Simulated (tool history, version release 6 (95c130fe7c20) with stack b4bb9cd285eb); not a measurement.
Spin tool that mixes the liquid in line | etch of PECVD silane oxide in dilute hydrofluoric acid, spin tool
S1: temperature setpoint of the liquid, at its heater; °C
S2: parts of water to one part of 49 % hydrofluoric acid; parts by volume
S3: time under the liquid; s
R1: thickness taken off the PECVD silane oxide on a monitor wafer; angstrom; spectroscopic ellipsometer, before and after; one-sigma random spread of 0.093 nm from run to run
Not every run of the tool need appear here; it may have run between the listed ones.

| run | day | S1 | S2 | S3 | R1 |
|---|---|---|---|---|---|
| 1 | 0 | 24 | 180 | 105 | 89.403 |
| 2 | 0.317 | 26 | 150 | 105 | 120.27 |
| 3 | 0.462 | 27.5 | 130 | 105 | 150.26 |
| 4 | 0.546 | 27.5 | 130 | 105 | 149.44 |
| 5 | 0.629 | 27.5 | 155 | 105 | 121.95 |
| 6 | 0.95 | 28.5 | 135 | 105 | 148.36 |
| 7 | 1.021 | 32 | 75 | 105 | 332.3 |
| 8 | 1.208 | 30.5 | 75 | 105 | 315.06 |
| 9 | 1.379 | 29 | 75 | 105 | 296.18 |

Expected results for the next run?
| 10 | 1.688 | 27.5 | 75 | 105 | ? |

R1: 279.08 angstrom
